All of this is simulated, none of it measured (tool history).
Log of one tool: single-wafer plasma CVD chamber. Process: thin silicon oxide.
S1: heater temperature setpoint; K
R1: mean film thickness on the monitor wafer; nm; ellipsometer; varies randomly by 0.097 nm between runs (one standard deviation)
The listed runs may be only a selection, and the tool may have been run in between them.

run 1 day=0.000 | S1=678.15 chamber_pressure_(Pa)=104.8 RF_power_(W)=275 deposition_time_(s)=8.0 | R1=15.362
run 2 day=0.171 | S1=678.15 chamber_pressure_(Pa)=109.2 RF_power_(W)=275 deposition_time_(s)=8.0 | R1=15.901
run 3 day=0.542 | S1=678.15 chamber_pressure_(Pa)=113.2 RF_power_(W)=275 deposition_time_(s)=8.0 | R1=16.460
run 4 day=0.908 | S1=678.15 chamber_pressure_(Pa)=116.5 RF_power_(W)=275 deposition_time_(s)=8.0 | R1=16.784
run 5 day=1.083 | S1=678.15 chamber_pressure_(Pa)=116.5 RF_power_(W)=275 deposition_time_(s)=7.6 | R1=15.900
run 6 day=1.138 | S1=668.15 chamber_pressure_(Pa)=116.5 RF_power_(W)=275 deposition_time_(s)=7.6 | R1=16.032
run 7 day=1.179 | S1=668.15 chamber_pressure_(Pa)=120.7 RF_power_(W)=275 deposition_time_(s)=7.6 | R1=16.473
run 8 day=1.450 | S1=668.15 chamber_pressure_(Pa)=124.4 RF_power_(W)=275 deposition_time_(s)=7.6 | R1=16.973
run 9 day=1.471 | S1=668.15 chamber_pressure_(Pa)=127.3 RF_power_(W)=275 deposition_time_(s)=7.6 | R1=17.241

Expected results for the next run?
run 10 day=1.512 | S1=668.15 chamber_pressure_(Pa)=130.1 RF_power_(W)=275 deposition_time_(s)=7.6 | R1=?

{"run 10": {"R1": 17.448}}
